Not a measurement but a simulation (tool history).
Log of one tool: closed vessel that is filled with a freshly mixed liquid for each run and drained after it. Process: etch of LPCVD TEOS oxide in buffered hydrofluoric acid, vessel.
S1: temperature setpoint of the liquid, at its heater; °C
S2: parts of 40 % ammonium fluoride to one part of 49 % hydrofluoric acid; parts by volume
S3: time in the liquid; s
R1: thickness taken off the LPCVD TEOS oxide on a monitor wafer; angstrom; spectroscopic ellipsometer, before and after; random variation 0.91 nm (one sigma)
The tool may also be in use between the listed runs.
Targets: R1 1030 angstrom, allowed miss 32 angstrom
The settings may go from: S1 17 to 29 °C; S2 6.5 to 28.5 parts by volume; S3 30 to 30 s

run,hour,S1,S2,S3,R1
1,0,21,17.5,30,411.37
2,2.4,22.5,17.5,30,450.72
3,11,23,16.5,30,481.41
4,13.3,23.5,15.5,30,537.12
5,15.5,24.5,15.5,30,574.8
6,20.2,26,15.5,30,618.48
7,21.4,26.5,15,30,657.13
8,29.1,27,14.5,30,693.87
9,36.7,27,14,30,716.17
10,41,27,13.5,30,742.94

4 next moves are on the table. One of them brings every result within its allowed miss. Which?
A,45.3,29,8.5,30,?
B,45.3,29,10,30,?
C,45.3,27.5,10,30,?
D,45.3,26.5,8,30,?

move,R1
A,1275.5
B,1122.1
C,1036.3
D,1192.5
A: takes the result that was furthest off past its target
B: takes the result that was furthest off past its target
C: meets every target
D: takes the result that was furthest off past its target
The right move is C.
